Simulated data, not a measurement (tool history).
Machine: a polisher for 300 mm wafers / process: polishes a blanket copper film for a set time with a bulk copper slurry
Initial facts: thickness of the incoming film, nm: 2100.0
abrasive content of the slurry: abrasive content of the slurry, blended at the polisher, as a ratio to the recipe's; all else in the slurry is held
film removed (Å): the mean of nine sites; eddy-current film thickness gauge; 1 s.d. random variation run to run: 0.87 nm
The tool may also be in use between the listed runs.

run	hour	flow of slurry (ml/min)	pressure of the wafer on the pad (psi)	speed of the pad under the wafer (m/s)	abrasive content of the slurry	polishing time (s)	film removed (Å)
1	0.0	285	2.5	0.94	1.0	29	2262.60
2	6.1	285	2.5	0.78	1.0	29	1840.90
3	7.8	285	2.4	0.78	1.0	29	1822.50
4	9.2	285	2.1	0.78	1.0	29	1595.70
5	10.6	285	2.0	0.78	1.0	29	1514.60
6	16.1	285	1.9	0.78	1.0	29	1418.80
7	20.1	285	1.8	0.78	1.0	29	1344.20
8	22.3	280	1.1	0.78	1.0	29	857.49

The next listed run, before its measurement:
9	26.1	285	1.1	0.78	1.0	29	?

{"run 9": {"film removed (Å)": 842.97}}
